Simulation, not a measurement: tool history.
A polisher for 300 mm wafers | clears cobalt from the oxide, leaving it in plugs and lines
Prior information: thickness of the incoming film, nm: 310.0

run    day  flow of slurry (ml/min)  pressure of the wafer on the pad (psi)  speed of the pad under the wafer (cm/s)  overpolish time after the end point (s)  time until the end point was called (s)  dishing of a wide line in a test structure (angstrom)
  1  0.000                      195                                     1.2                                      108                                       18                                  103.220                                                 357.87
  2  0.212                      195                                     1.2                                      124                                       18                                   88.086                                                 378.22
  3  0.550                      220                                     1.2                                      124                                       18                                   87.726                                                 392.81
  4  0.792                      220                                     1.2                                      124                                       12                                   88.184                                                 301.60
  5  0.912                      220                                     1.5                                      124                                       12                                   71.329                                                 340.25
  6  1.162                      220                                     1.5                                      124                                        9                                   69.969                                                 281.22
  7  1.354                      220                                     1.5                                      126                                       12                                   70.952                                                 349.55
  8  1.579                      220                                     1.5                                      126                                       13                                   71.852                                                 368.66

Expected results for the next run?
  9  1.692                      220                                     1.5                                      126                                       14                                        ?                                                      ?

{"run 9": {"time until the end point was called (s)": 70.633, "dishing of a wide line in a test structure (angstrom)": 381.13}}

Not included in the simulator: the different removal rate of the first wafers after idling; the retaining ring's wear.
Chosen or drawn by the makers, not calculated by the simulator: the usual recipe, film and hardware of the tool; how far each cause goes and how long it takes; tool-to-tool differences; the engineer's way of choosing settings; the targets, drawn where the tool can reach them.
